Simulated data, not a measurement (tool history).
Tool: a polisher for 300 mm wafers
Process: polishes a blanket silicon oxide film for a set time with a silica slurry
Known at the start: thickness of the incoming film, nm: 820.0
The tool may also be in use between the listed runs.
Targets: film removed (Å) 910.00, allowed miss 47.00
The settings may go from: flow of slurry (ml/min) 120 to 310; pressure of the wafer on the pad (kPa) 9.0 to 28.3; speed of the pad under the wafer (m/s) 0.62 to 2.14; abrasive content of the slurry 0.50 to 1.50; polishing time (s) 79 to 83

run    day  flow of slurry (ml/min)  pressure of the wafer on the pad (kPa)  speed of the pad under the wafer (m/s)  abrasive content of the slurry  polishing time (s)  film removed (Å)
  1  0.000                      200                                    18.6                                    1.38                            1.00                  79           2152.70
  2  0.200                      200                                    18.6                                    1.38                            1.00                  83           2272.30
  3  0.221                      200                                    16.5                                    1.38                            1.00                  83           2033.60
  4  0.342                      200                                    18.6                                    1.38                            1.00                  83           2274.90
  5  0.392                      200                                    18.6                                    1.38                            1.00                  83           2217.90
  6  0.446                      200                                    18.6                                    1.58                            1.00                  83           2513.60
  7  0.592                      200                                    16.5                                    1.36                            0.95                  83           1938.30
  8  0.954                      200                                    14.5                                    1.22                            0.95                  83           1633.80
  9  1.208                      200                                    13.1                                    1.10                            0.95                  83           1358.00
 10  1.558                      200                                    12.4                                    1.04                            0.95                  83           1241.90
 11  1.812                      200                                    11.7                                    1.00                            0.95                  83           1168.70
 12  1.917                      200                                     9.0                                    0.82                            0.90                  83            803.36
 13  2.112                      200                                     9.7                                    0.82                            0.90                  83            822.35

5 next moves are on the table. One of them brings every result within its allowed miss. Which?
  A  2.308                      300                                     9.0                                    0.68                            1.00                  80                 ?
  B  2.308                      200                                     9.0                                    0.80                            0.90                  79                 ?
  C  2.308                      195                                    10.3                                    0.72                            0.85                  79                 ?
  D  2.308                      145                                     9.7                                    0.98                            0.95                  81                 ?
  E  2.308                      205                                     9.7                                    0.76                            0.75                  79                 ?

move  film removed (Å)
   A            721.79
   B            747.69
   C            744.36
   D            923.63
   E            709.95
A: further off than the last run
B: further off than the last run
C: further off than the last run
D: meets every target
E: further off than the last run
Answer: D

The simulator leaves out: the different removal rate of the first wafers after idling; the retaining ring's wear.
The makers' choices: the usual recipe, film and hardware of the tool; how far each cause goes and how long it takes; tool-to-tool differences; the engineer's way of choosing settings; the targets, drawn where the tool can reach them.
